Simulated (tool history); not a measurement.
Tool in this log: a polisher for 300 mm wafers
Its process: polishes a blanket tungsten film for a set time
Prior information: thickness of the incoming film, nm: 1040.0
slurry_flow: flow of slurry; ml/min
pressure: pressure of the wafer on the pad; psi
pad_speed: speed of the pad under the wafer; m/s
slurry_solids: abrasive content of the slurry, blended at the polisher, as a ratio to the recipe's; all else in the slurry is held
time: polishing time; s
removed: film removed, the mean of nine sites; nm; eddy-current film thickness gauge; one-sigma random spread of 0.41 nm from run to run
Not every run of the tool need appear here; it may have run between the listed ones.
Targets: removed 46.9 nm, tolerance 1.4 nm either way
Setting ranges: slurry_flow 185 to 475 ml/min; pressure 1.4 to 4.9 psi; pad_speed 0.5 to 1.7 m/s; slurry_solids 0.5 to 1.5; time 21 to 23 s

Run 1, hour 0: slurry_flow 305 ml/min, pressure 3.1 psi, pad_speed 1.1 m/s, slurry_solids 1, time 23 s. Result: removed 98.618 nm.
Run 2, hour 1.5: slurry_flow 335 ml/min, pressure 3.1 psi, pad_speed 1.1 m/s, slurry_solids 1, time 23 s. Result: removed 100.03 nm.
Run 3, hour 8.3: slurry_flow 335 ml/min, pressure 3.7 psi, pad_speed 1.1 m/s, slurry_solids 1, time 23 s. Result: removed 120.2 nm.
Run 4, hour 16.6: slurry_flow 335 ml/min, pressure 3.2 psi, pad_speed 1.06 m/s, slurry_solids 1, time 23 s. Result: removed 100.2 nm.
Run 5, hour 21.8: slurry_flow 330 ml/min, pressure 2.8 psi, pad_speed 1.02 m/s, slurry_solids 1, time 23 s. Result: removed 83.106 nm.
Run 6, hour 28.3: slurry_flow 330 ml/min, pressure 2.5 psi, pad_speed 1 m/s, slurry_solids 1, time 23 s. Result: removed 74.207 nm.
Run 7, hour 33.5: slurry_flow 330 ml/min, pressure 2.3 psi, pad_speed 0.98 m/s, slurry_solids 1, time 23 s. Result: removed 67.429 nm.
Run 8, hour 34.9: slurry_flow 330 ml/min, pressure 2.1 psi, pad_speed 0.96 m/s, slurry_solids 1, time 23 s. Result: removed 59.916 nm.
Run 9, hour 36.3: slurry_flow 325 ml/min, pressure 1.4 psi, pad_speed 0.96 m/s, slurry_solids 1, time 23 s. Result: removed 41.33 nm.
Run 10, hour 43.8: slurry_flow 340 ml/min, pressure 1.4 psi, pad_speed 0.96 m/s, slurry_solids 1, time 23 s. Result: removed 41.258 nm.
Run 11, hour 46.6: slurry_flow 340 ml/min, pressure 1.5 psi, pad_speed 0.96 m/s, slurry_solids 1, time 23 s. Result: removed 44.162 nm.
Run 12, hour 54.7: slurry_flow 345 ml/min, pressure 1.7 psi, pad_speed 0.96 m/s, slurry_solids 1, time 23 s. Result: removed 50.01 nm.
Run 13, hour 55.7: slurry_flow 335 ml/min, pressure 1.7 psi, pad_speed 0.96 m/s, slurry_solids 1, time 23 s. Result: removed 49.38 nm.

5 candidate next runs follow, results not yet known. Just one meets every target within its allowed miss. Identify it.
Run A, hour 56.7: slurry_flow 345 ml/min, pressure 1.7 psi, pad_speed 0.84 m/s, slurry_solids 1.05, time 23 s. Result: removed ?.
Run B, hour 56.7: slurry_flow 395 ml/min, pressure 1.8 psi, pad_speed 0.9 m/s, slurry_solids 1.2, time 21 s. Result: removed ?.
Run C, hour 56.7: slurry_flow 340 ml/min, pressure 1.8 psi, pad_speed 0.92 m/s, slurry_solids 0.95, time 23 s. Result: removed ?.
Run D, hour 56.7: slurry_flow 315 ml/min, pressure 1.9 psi, pad_speed 0.98 m/s, slurry_solids 1.3, time 21 s. Result: removed ?.
Run E, hour 56.7: slurry_flow 320 ml/min, pressure 2.2 psi, pad_speed 0.76 m/s, slurry_solids 1, time 23 s. Result: removed ?.

move  removed
   A   44.506
   B   47.103
   C   50.188
   D   53.429
   E   51.315
A: the result that was furthest off in the last run now lies on the other side of its target
B: hits every target within its allowed miss
C: the biggest miss grows against the last run
D: the biggest miss grows against the last run
E: the biggest miss grows against the last run
Move B is the one to make.

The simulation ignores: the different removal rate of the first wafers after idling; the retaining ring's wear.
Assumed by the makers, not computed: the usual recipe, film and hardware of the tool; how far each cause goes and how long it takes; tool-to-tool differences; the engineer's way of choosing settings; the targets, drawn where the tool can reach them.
